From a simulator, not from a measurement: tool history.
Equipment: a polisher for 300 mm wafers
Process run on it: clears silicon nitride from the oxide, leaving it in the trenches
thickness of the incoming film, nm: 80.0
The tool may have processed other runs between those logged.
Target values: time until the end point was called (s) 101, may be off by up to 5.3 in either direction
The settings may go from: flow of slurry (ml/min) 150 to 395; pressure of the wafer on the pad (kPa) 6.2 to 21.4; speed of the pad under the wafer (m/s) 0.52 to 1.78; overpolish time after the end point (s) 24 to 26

run	day	flow of slurry (ml/min)	pressure of the wafer on the pad (kPa)	speed of the pad under the wafer (m/s)	overpolish time after the end point (s)	time until the end point was called (s)
1	0	250	13.8	1.14	24	149.83
2	0.046	250	15.2	1.14	24	138.22
3	0.279	275	15.2	1.14	24	139.56
4	0.392	275	16.5	1.16	24	126.8
5	0.442	275	16.5	1.16	26	127.71
6	0.662	275	17.2	1.16	26	128.11
7	0.933	275	17.9	1.18	26	115.28
8	1.208	275	18.6	1.18	26	116.76
9	1.312	275	19.3	1.2	26	110.95
10	1.371	275	20	1.2	26	108.82
# day 1.662: worn pad replaced by a new one
11	1.662	275	21.4	1.22	26	94.693

5 candidate next runs follow, results not yet known. Just one meets every target within its allowed miss. Identify it.
A	1.954	335	21.4	1.34	26	?
B	1.954	245	17.9	1.12	26	?
C	1.954	250	21.4	1.26	26	?
D	1.954	255	17.2	1.36	26	?
E	1.954	225	20.7	0.94	26	?

move	time until the end point was called (s)
A	84.698
B	112.41
C	90.321
D	100.83
E	113.68
A: the biggest miss grows against the last run
B: takes the biggest miss from the last run beyond its target
C: the biggest miss grows against the last run
D: each result inside its tolerance
E: takes the biggest miss from the last run beyond its target
The right move is D.
